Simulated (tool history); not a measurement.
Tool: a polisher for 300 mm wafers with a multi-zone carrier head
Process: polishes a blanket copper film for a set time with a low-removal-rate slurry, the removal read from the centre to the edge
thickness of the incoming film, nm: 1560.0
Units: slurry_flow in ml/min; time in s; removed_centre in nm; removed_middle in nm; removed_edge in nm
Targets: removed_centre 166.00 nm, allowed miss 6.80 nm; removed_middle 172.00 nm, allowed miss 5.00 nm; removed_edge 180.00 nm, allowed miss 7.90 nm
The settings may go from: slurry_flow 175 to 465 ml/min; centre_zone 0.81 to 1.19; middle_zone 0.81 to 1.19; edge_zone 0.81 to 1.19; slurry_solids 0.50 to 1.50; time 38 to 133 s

Run 1, hour 0.0: slurry_flow 295 ml/min, centre_zone 1.00, middle_zone 1.00, edge_zone 1.00, slurry_solids 1.00, time 85 s. Result: removed_centre 355.99 nm, removed_middle 345.42 nm, removed_edge 355.79 nm.
Run 2, hour 7.2: slurry_flow 370 ml/min, centre_zone 1.00, middle_zone 1.00, edge_zone 1.00, slurry_solids 1.00, time 85 s. Result: removed_centre 361.07 nm, removed_middle 355.14 nm, removed_edge 355.89 nm.
Run 3, hour 8.2: slurry_flow 370 ml/min, centre_zone 1.00, middle_zone 1.00, edge_zone 1.05, slurry_solids 1.00, time 85 s. Result: removed_centre 363.76 nm, removed_middle 352.47 nm, removed_edge 365.12 nm.
Run 4, hour 9.7: slurry_flow 370 ml/min, centre_zone 1.00, middle_zone 1.09, edge_zone 1.05, slurry_solids 1.00, time 85 s. Result: removed_centre 366.86 nm, removed_middle 377.87 nm, removed_edge 372.24 nm.
Run 5, hour 12.8: slurry_flow 370 ml/min, centre_zone 1.04, middle_zone 1.09, edge_zone 1.05, slurry_solids 1.00, time 85 s. Result: removed_centre 376.66 nm, removed_middle 379.46 nm, removed_edge 368.48 nm.
Run 6, hour 19.2: slurry_flow 370 ml/min, centre_zone 0.97, middle_zone 1.09, edge_zone 1.05, slurry_solids 1.00, time 85 s. Result: removed_centre 365.07 nm, removed_middle 373.90 nm, removed_edge 368.44 nm.
Run 7, hour 24.7: slurry_flow 355 ml/min, centre_zone 0.94, middle_zone 1.07, edge_zone 1.04, slurry_solids 0.90, time 76 s. Result: removed_centre 304.40 nm, removed_middle 325.87 nm, removed_edge 327.77 nm.
Run 8, hour 25.5: slurry_flow 350 ml/min, centre_zone 0.95, middle_zone 1.03, edge_zone 1.01, slurry_solids 0.80, time 69 s. Result: removed_centre 268.49 nm, removed_middle 278.58 nm, removed_edge 280.59 nm.
Run 9, hour 29.7: slurry_flow 350 ml/min, centre_zone 0.95, middle_zone 1.03, edge_zone 1.01, slurry_solids 0.80, time 69 s. Result: removed_centre 267.74 nm, removed_middle 281.80 nm, removed_edge 273.88 nm.
Run 10, hour 30.7: slurry_flow 345 ml/min, centre_zone 0.93, middle_zone 0.99, edge_zone 1.00, slurry_solids 0.75, time 65 s. Result: removed_centre 239.07 nm, removed_middle 250.67 nm, removed_edge 256.50 nm.
Run 11, hour 34.9: slurry_flow 335 ml/min, centre_zone 0.90, middle_zone 0.91, edge_zone 0.90, slurry_solids 0.50, time 43 s. Result: removed_centre 148.28 nm, removed_middle 141.15 nm, removed_edge 154.16 nm.
Run 12, hour 37.1: slurry_flow 340 ml/min, centre_zone 0.91, middle_zone 0.93, edge_zone 0.93, slurry_solids 0.50, time 42 s. Result: removed_centre 145.01 nm, removed_middle 139.44 nm, removed_edge 146.38 nm.
Run 13, hour 40.7: slurry_flow 340 ml/min, centre_zone 0.90, middle_zone 0.94, edge_zone 0.93, slurry_solids 0.55, time 42 s. Result: removed_centre 144.88 nm, removed_middle 145.49 nm, removed_edge 153.26 nm.
Run 14, hour 49.3: slurry_flow 335 ml/min, centre_zone 0.91, middle_zone 0.95, edge_zone 0.95, slurry_solids 0.60, time 42 s. Result: removed_centre 148.60 nm, removed_middle 147.29 nm, removed_edge 153.46 nm.
Run 15, hour 56.9: slurry_flow 335 ml/min, centre_zone 0.91, middle_zone 0.95, edge_zone 0.95, slurry_solids 0.60, time 42 s. Result: removed_centre 149.49 nm, removed_middle 150.63 nm, removed_edge 155.12 nm.
Run 16, hour 65.9: slurry_flow 345 ml/min, centre_zone 0.91, middle_zone 0.95, edge_zone 0.97, slurry_solids 0.65, time 42 s. Result: removed_centre 155.17 nm, removed_middle 150.66 nm, removed_edge 163.02 nm.
Run 17, hour 71.3: slurry_flow 355 ml/min, centre_zone 0.91, middle_zone 0.97, edge_zone 0.98, slurry_solids 0.65, time 42 s. Result: removed_centre 150.50 nm, removed_middle 156.79 nm, removed_edge 158.06 nm.
Run 18, hour 77.6: slurry_flow 345 ml/min, centre_zone 0.91, middle_zone 0.97, edge_zone 0.99, slurry_solids 0.70, time 42 s. Result: removed_centre 153.45 nm, removed_middle 156.39 nm, removed_edge 166.70 nm.
Run 19, hour 80.8: slurry_flow 345 ml/min, centre_zone 0.92, middle_zone 0.98, edge_zone 1.00, slurry_solids 0.75, time 42 s. Result: removed_centre 158.44 nm, removed_middle 162.54 nm, removed_edge 166.10 nm.
Run 20, hour 86.5: slurry_flow 360 ml/min, centre_zone 0.91, middle_zone 0.97, edge_zone 1.10, slurry_solids 0.85, time 45 s. Result: removed_centre 174.22 nm, removed_middle 175.08 nm, removed_edge 189.98 nm.
Run 21, hour 90.6: slurry_flow 360 ml/min, centre_zone 0.91, middle_zone 0.97, edge_zone 1.08, slurry_solids 0.85, time 45 s. Result: removed_centre 168.92 nm, removed_middle 175.55 nm, removed_edge 194.07 nm.
Run 22, hour 91.5: slurry_flow 360 ml/min, centre_zone 0.91, middle_zone 0.97, edge_zone 1.06, slurry_solids 0.85, time 45 s. Result: removed_centre 173.03 nm, removed_middle 175.97 nm, removed_edge 190.91 nm.
Run 23, hour 97.8: slurry_flow 360 ml/min, centre_zone 0.91, middle_zone 0.97, edge_zone 1.05, slurry_solids 0.85, time 45 s. Result: removed_centre 171.46 nm, removed_middle 176.49 nm, removed_edge 192.39 nm.
Run 24, hour 100.9: slurry_flow 360 ml/min, centre_zone 0.91, middle_zone 0.97, edge_zone 1.04, slurry_solids 0.85, time 45 s. Result: removed_centre 177.90 nm, removed_middle 173.80 nm, removed_edge 187.99 nm.

Which of these 5 next moves meets every target?
Run A, hour 104.0: slurry_flow 405 ml/min, centre_zone 0.86, middle_zone 0.95, edge_zone 0.98, slurry_solids 1.05, time 42 s. Result: removed_centre ?, removed_middle ?, removed_edge ?.
Run B, hour 104.0: slurry_flow 410 ml/min, centre_zone 1.08, middle_zone 1.09, edge_zone 0.89, slurry_solids 1.10, time 40 s. Result: removed_centre ?, removed_middle ?, removed_edge ?.
Run C, hour 104.0: slurry_flow 435 ml/min, centre_zone 1.05, middle_zone 1.06, edge_zone 0.89, slurry_solids 1.10, time 38 s. Result: removed_centre ?, removed_middle ?, removed_edge ?.
Run D, hour 104.0: slurry_flow 465 ml/min, centre_zone 1.07, middle_zone 0.91, edge_zone 0.99, slurry_solids 1.10, time 42 s. Result: removed_centre ?, removed_middle ?, removed_edge ?.
Run E, hour 104.0: slurry_flow 325 ml/min, centre_zone 0.85, middle_zone 0.90, edge_zone 1.06, slurry_solids 1.00, time 45 s. Result: removed_centre ?, removed_middle ?, removed_edge ?.

move  removed_centre  removed_middle  removed_edge
   A          163.25          172.20        178.88
   B          187.94          185.50        164.33
   C          175.37          172.96        156.70
   D          197.53          169.49        183.05
   E          167.97          171.47        194.30
A: meets every target
B: further off than the last run
C: further off than the last run
D: further off than the last run
E: brings the result that was furthest off to its target, and leaves another outside
Move A is the one to make.

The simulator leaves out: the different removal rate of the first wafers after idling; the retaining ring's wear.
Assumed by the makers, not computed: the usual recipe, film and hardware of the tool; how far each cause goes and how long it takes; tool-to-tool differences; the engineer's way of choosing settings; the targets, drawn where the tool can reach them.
